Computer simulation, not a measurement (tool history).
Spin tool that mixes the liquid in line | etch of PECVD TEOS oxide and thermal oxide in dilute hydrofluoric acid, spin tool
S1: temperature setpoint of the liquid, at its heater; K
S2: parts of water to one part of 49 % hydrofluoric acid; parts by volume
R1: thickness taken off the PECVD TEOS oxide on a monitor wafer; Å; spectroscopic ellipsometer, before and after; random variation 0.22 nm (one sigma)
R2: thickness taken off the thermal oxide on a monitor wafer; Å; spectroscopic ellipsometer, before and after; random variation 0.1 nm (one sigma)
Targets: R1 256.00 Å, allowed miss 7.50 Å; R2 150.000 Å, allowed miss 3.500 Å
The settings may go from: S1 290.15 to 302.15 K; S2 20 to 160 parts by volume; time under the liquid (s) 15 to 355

{"run": 1, "hour": 0.0, "S1": 294.15, "S2": 90, "time under the liquid (s)": 180, "R1": 150.94, "R2": 88.22}
{"run": 2, "hour": 1.8, "S1": 294.15, "S2": 105, "time under the liquid (s)": 180, "R1": 126.33, "R2": 74.983}
{"run": 3, "hour": 5.2, "S1": 294.15, "S2": 75, "time under the liquid (s)": 180, "R1": 183.17, "R2": 107.88}
{"run": 4, "hour": 13.9, "S1": 296.65, "S2": 75, "time under the liquid (s)": 180, "R1": 205.88, "R2": 119.25}
{"run": 5, "hour": 16.3, "S1": 296.65, "S2": 75, "time under the liquid (s)": 260, "R1": 294.29, "R2": 169.97}
{"run": 6, "hour": 17.0, "S1": 295.65, "S2": 75, "time under the liquid (s)": 260, "R1": 284.02, "R2": 165.32}
{"run": 7, "hour": 25.1, "S1": 294.65, "S2": 75, "time under the liquid (s)": 260, "R1": 273.93, "R2": 158.55}
{"run": 8, "hour": 29.6, "S1": 294.15, "S2": 75, "time under the liquid (s)": 260, "R1": 267.94, "R2": 156.98}

Which of these 4 next moves meets every target?
{"run": "A", "hour": 34.1, "S1": 292.65, "S2": 80, "time under the liquid (s)": 285, "R1": "?", "R2": "?"}
{"run": "B", "hour": 34.1, "S1": 296.15, "S2": 90, "time under the liquid (s)": 295, "R1": "?", "R2": "?"}
{"run": "C", "hour": 34.1, "S1": 291.15, "S2": 75, "time under the liquid (s)": 300, "R1": "?", "R2": "?"}
{"run": "D", "hour": 34.1, "S1": 298.15, "S2": 95, "time under the liquid (s)": 290, "R1": "?", "R2": "?"}

move=A R1=260.00 R2=147.040
move=B R1=272.93 R2=154.360
move=C R1=275.60 R2=155.860
move=D R1=273.56 R2=154.710
A: meets every target
B: further off than the last run
C: further off than the last run
D: further off than the last run
The right move is A.
